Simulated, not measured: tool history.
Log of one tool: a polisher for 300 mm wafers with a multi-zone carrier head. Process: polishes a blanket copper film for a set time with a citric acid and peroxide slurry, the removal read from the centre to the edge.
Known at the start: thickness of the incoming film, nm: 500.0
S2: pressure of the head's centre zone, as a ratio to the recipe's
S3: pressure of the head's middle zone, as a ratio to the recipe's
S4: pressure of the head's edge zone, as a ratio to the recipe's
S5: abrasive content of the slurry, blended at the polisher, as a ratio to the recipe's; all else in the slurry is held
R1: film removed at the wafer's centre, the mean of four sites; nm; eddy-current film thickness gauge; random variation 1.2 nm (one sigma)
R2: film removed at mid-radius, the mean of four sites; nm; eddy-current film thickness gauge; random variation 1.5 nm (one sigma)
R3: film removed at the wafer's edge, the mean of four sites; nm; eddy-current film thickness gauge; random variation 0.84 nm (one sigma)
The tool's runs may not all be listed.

Run 1, hour 0.0: flow of slurry (ml/min) 225, S2 1.00, S3 1.00, S4 1.00, S5 1.00, polishing time (s) 86. Result: R1 181.720 nm, R2 183.61 nm, R3 180.190 nm.
Run 2, hour 6.1: flow of slurry (ml/min) 225, S2 1.00, S3 0.96, S4 1.00, S5 1.00, polishing time (s) 86. Result: R1 186.010 nm, R2 176.23 nm, R3 176.900 nm.
Run 3, hour 11.4: flow of slurry (ml/min) 225, S2 1.00, S3 0.96, S4 1.00, S5 1.00, polishing time (s) 66. Result: R1 137.820 nm, R2 138.02 nm, R3 135.660 nm.
Run 4, hour 13.9: flow of slurry (ml/min) 225, S2 0.98, S3 0.96, S4 0.99, S5 0.95, polishing time (s) 65. Result: R1 134.740 nm, R2 133.26 nm, R3 130.260 nm.
Run 5, hour 19.2: flow of slurry (ml/min) 220, S2 0.96, S3 0.97, S4 0.99, S5 0.90, polishing time (s) 63. Result: R1 126.770 nm, R2 123.36 nm, R3 126.030 nm.
Run 6, hour 21.1: flow of slurry (ml/min) 220, S2 1.00, S3 0.97, S4 0.99, S5 0.90, polishing time (s) 63. Result: R1 128.740 nm, R2 127.99 nm, R3 124.970 nm.
Run 7, hour 24.5: flow of slurry (ml/min) 220, S2 0.99, S3 0.99, S4 0.99, S5 0.85, polishing time (s) 62. Result: R1 127.030 nm, R2 127.58 nm, R3 120.610 nm.
Run 8, hour 31.2: flow of slurry (ml/min) 215, S2 0.97, S3 1.01, S4 1.00, S5 0.80, polishing time (s) 61. Result: R1 117.700 nm, R2 125.79 nm, R3 118.980 nm.
Run 9, hour 39.0: flow of slurry (ml/min) 210, S2 0.96, S3 1.02, S4 0.99, S5 0.75, polishing time (s) 60. Result: R1 111.870 nm, R2 121.74 nm, R3 113.220 nm.
Run 10, hour 46.4: flow of slurry (ml/min) 205, S2 0.95, S3 1.02, S4 0.98, S5 0.75, polishing time (s) 60. Result: R1 108.980 nm, R2 116.19 nm, R3 111.070 nm.
Run 11, hour 55.0: flow of slurry (ml/min) 200, S2 0.94, S3 1.03, S4 0.97, S5 0.75, polishing time (s) 60. Result: R1 108.100 nm, R2 120.30 nm, R3 111.830 nm.
Run 12, hour 57.9: flow of slurry (ml/min) 195, S2 0.93, S3 1.03, S4 0.96, S5 0.75, polishing time (s) 60. Result: R1 108.260 nm, R2 121.07 nm, R3 110.740 nm.
Run 13, hour 60.9: flow of slurry (ml/min) 190, S2 0.92, S3 1.03, S4 0.96, S5 0.70, polishing time (s) 60. Result: R1 105.720 nm, R2 114.95 nm, R3 109.660 nm.

The next listed run, before its measurement:
Run 14, hour 64.9: flow of slurry (ml/min) 185, S2 0.82, S3 1.13, S4 0.87, S5 0.50, polishing time (s) 54. Result: R1 ?, R2 ?, R3 ?.

R1: 75.739 nm
R2: 104.36 nm
R3: 84.398 nm

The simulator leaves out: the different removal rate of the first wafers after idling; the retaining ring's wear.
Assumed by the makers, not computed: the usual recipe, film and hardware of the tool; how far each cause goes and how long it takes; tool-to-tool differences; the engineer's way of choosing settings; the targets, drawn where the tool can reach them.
